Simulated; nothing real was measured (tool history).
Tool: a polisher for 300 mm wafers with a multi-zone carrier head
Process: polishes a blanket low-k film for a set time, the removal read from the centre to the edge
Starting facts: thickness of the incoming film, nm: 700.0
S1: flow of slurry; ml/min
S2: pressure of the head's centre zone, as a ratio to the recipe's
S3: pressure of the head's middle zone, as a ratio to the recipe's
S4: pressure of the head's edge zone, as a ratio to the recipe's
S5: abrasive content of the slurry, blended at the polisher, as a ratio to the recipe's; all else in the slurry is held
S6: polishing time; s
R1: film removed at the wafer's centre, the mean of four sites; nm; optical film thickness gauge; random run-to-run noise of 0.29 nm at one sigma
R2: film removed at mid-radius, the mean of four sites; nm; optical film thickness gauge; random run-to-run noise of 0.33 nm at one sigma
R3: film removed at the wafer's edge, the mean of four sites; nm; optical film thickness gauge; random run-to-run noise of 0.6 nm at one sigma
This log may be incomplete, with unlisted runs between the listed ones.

Run 1, hour 0: S1 300 ml/min, S2 1, S3 1, S4 1, S5 1, S6 69 s. Result: R1 37.226 nm, R2 36.766 nm, R3 36.657 nm.
Run 2, hour 0.8: S1 300 ml/min, S2 1, S3 0.99, S4 1.05, S5 1.1, S6 69 s. Result: R1 38.814 nm, R2 37.938 nm, R3 39.118 nm.
Run 3, hour 6.7: S1 305 ml/min, S2 1, S3 0.98, S4 1.09, S5 1.2, S6 69 s. Result: R1 39.701 nm, R2 38.904 nm, R3 40.482 nm.
Run 4, hour 11.3: S1 305 ml/min, S2 1, S3 0.98, S4 1.09, S5 1.3, S6 69 s. Result: R1 41.234 nm, R2 39.746 nm, R3 41.86 nm.
Run 5, hour 12.6: S1 305 ml/min, S2 0.93, S3 0.98, S4 1.09, S5 1.3, S6 69 s. Result: R1 38.157 nm, R2 39.439 nm, R3 40.918 nm.
Run 6, hour 13.8: S1 305 ml/min, S2 0.93, S3 0.98, S4 1.09, S5 1.3, S6 63 s. Result: R1 34.878 nm, R2 36.231 nm, R3 38.765 nm.
Run 7, hour 19.7: S1 305 ml/min, S2 0.94, S3 0.97, S4 1.12, S5 1.35, S6 66 s. Result: R1 37.496 nm, R2 38.056 nm, R3 41.091 nm.
Run 8, hour 26.4: S1 305 ml/min, S2 0.95, S3 0.96, S4 1.14, S5 1.4, S6 68 s. Result: R1 38.95 nm, R2 39.5 nm, R3 44.66 nm.
Run 9, hour 32.2: S1 320 ml/min, S2 0.98, S3 0.97, S4 1.15, S5 1.4, S6 68 s. Result: R1 41.103 nm, R2 40.746 nm, R3 44.142 nm.
Run 10, hour 32.7: S1 320 ml/min, S2 0.99, S3 0.96, S4 1.16, S5 1.45, S6 69 s. Result: R1 42.217 nm, R2 41.393 nm, R3 46.105 nm.

Estimate the outcome of run 11 from the log above:
Run 11, hour 34.3: S1 325 ml/min, S2 1, S3 0.96, S4 1.17, S5 1.45, S6 69 s. Result: R1 ?, R2 ?, R3 ?.

R1: 42.964 nm
R2: 41.049 nm
R3: 44.625 nm

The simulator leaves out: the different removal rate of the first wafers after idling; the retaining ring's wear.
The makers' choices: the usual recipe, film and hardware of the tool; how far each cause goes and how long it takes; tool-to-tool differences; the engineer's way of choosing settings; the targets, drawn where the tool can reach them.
